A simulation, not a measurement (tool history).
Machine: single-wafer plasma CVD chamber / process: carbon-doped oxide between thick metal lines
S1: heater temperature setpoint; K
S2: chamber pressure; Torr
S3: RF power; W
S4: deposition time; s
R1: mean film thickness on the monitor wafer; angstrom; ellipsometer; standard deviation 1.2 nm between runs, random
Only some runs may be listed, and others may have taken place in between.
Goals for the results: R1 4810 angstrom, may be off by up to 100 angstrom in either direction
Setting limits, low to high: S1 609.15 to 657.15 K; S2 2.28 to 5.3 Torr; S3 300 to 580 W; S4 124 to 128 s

run,hour,S1,S2,S3,S4,R1
1,0,633.15,3.79,440,124,5414.7
2,6.7,641.15,3.79,440,124,5340.8
3,13.4,632.15,3.79,440,124,5440.7
4,17.6,633.15,3.58,425,124,5253.8
# hour 26.3: capacitance manometer re-zeroed and calibrated
5,26.3,634.15,3.4,415,124,5140.8
6,27.6,634.15,3.4,415,128,5313.7
7,29.8,640.15,2.64,370,128,4687.2
8,31.1,640.15,2.64,370,128,4708.7

Next run, 4 choices. One meets every target within its allowed miss, the rest don't. Which?
A,32.4,636.15,2.74,365,124,?
B,32.4,654.15,2.76,360,128,?
C,32.4,651.15,2.49,375,124,?
D,32.4,634.15,2.3,400,124,?

move,R1
A,4539.7
B,4489.6
C,4470.8
D,4808.8
A: further off than the last run
B: further off than the last run
C: further off than the last run
D: all results land within tolerance of their targets
D is the move that brings every result within its allowed miss.

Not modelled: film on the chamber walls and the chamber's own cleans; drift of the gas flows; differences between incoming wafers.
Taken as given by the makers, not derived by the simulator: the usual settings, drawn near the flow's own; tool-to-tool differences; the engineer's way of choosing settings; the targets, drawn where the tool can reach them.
